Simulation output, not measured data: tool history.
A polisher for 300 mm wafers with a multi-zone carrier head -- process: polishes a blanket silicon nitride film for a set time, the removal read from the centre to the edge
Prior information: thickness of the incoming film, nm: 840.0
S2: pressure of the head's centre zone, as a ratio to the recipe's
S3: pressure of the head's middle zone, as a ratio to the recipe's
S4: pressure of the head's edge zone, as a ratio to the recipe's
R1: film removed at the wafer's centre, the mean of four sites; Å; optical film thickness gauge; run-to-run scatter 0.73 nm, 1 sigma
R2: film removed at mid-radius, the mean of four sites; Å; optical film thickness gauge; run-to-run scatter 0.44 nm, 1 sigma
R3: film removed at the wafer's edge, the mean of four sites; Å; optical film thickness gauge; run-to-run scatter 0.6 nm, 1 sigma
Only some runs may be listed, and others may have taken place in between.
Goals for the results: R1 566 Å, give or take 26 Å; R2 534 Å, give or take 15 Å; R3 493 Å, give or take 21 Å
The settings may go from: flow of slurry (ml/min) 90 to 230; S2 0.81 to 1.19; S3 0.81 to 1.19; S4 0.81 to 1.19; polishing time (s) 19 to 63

Run 1, day 0: flow of slurry (ml/min) 150, S2 1, S3 1, S4 1, polishing time (s) 41. Result: R1 377.45 Å, R2 365.1 Å, R3 377.45 Å.
Run 2, day 0.354: flow of slurry (ml/min) 120, S2 1, S3 1, S4 1, polishing time (s) 41. Result: R1 353.66 Å, R2 346.99 Å, R3 358.54 Å.
Run 3, day 0.529: flow of slurry (ml/min) 130, S2 1.02, S3 1.02, S4 1.01, polishing time (s) 42. Result: R1 371.18 Å, R2 363.44 Å, R3 377.29 Å.
Run 4, day 0.592: flow of slurry (ml/min) 130, S2 0.99, S3 1.02, S4 1.01, polishing time (s) 42. Result: R1 360.8 Å, R2 366.64 Å, R3 378.92 Å.
Run 5, day 0.854: flow of slurry (ml/min) 130, S2 0.99, S3 0.99, S4 1.01, polishing time (s) 42. Result: R1 366.93 Å, R2 360.46 Å, R3 375.92 Å.
Run 6, day 1.029: flow of slurry (ml/min) 140, S2 1.01, S3 1.01, S4 1, polishing time (s) 43. Result: R1 385.28 Å, R2 380.39 Å, R3 386.62 Å.
Run 7, day 1.388: flow of slurry (ml/min) 150, S2 1.03, S3 1.02, S4 1, polishing time (s) 44. Result: R1 412.11 Å, R2 396.75 Å, R3 408.21 Å.
Run 8, day 1.738: flow of slurry (ml/min) 160, S2 1.04, S3 1.04, S4 0.99, polishing time (s) 45. Result: R1 421.1 Å, R2 418.95 Å, R3 409.11 Å.
Run 9, day 1.996: flow of slurry (ml/min) 165, S2 1.06, S3 1.05, S4 0.99, polishing time (s) 46. Result: R1 446.7 Å, R2 426.17 Å, R3 425.63 Å.
Run 10, day 2.25: flow of slurry (ml/min) 170, S2 1.07, S3 1.06, S4 0.99, polishing time (s) 47. Result: R1 465.43 Å, R2 438.43 Å, R3 436.41 Å.
Run 11, day 2.379: flow of slurry (ml/min) 205, S2 1.15, S3 1.16, S4 1.04, polishing time (s) 51. Result: R1 562.31 Å, R2 516.93 Å, R3 492.81 Å.

Which of these 5 next moves meets every target?
Run A, day 2.508: flow of slurry (ml/min) 175, S2 1.12, S3 1.16, S4 0.96, polishing time (s) 54. Result: R1 ?, R2 ?, R3 ?.
Run B, day 2.508: flow of slurry (ml/min) 225, S2 1.13, S3 1.1, S4 1.01, polishing time (s) 50. Result: R1 ?, R2 ?, R3 ?.
Run C, day 2.508: flow of slurry (ml/min) 160, S2 1.07, S3 1.07, S4 1.11, polishing time (s) 56. Result: R1 ?, R2 ?, R3 ?.
Run D, day 2.508: flow of slurry (ml/min) 205, S2 1.05, S3 1.15, S4 1.11, polishing time (s) 51. Result: R1 ?, R2 ?, R3 ?.
Run E, day 2.508: flow of slurry (ml/min) 215, S2 1.14, S3 1.11, S4 1.08, polishing time (s) 50. Result: R1 ?, R2 ?, R3 ?.

move      R1      R2      R3
   A  564.13  535.16  477.75
   B   550.1  501.07  466.62
   C   548.2  523.93  525.99
   D   513.7  516.22  493.78
   E  551.21  500.19  480.03
A: all results land within tolerance of their targets
B: moves away from the targets compared with the last run
C: the furthest-off result lands on target, but another misses its tolerance
D: moves away from the targets compared with the last run
E: moves away from the targets compared with the last run
Answer: A
